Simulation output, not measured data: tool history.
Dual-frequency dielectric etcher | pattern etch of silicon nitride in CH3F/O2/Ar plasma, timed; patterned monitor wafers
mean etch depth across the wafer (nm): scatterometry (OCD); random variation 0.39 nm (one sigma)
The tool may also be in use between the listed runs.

run	hour	source power (W)	bias power (W)	etch time (s)	mean etch depth across the wafer (nm)
1	0.0	340	56	76.0	48.337
2	8.8	360	59	76.5	50.222
3	15.8	360	54	76.5	49.871
4	19.0	330	54	76.5	46.994
5	26.6	280	54	76.5	42.750
6	29.1	320	55	76.5	46.108
7	33.0	350	56	76.5	49.144
8	38.8	370	57	76.5	50.843

Run 9 comes next. What will it give?
9	43.4	390	58	76.5	?

Run 9 gave mean etch depth across the wafer (nm) 53.501.
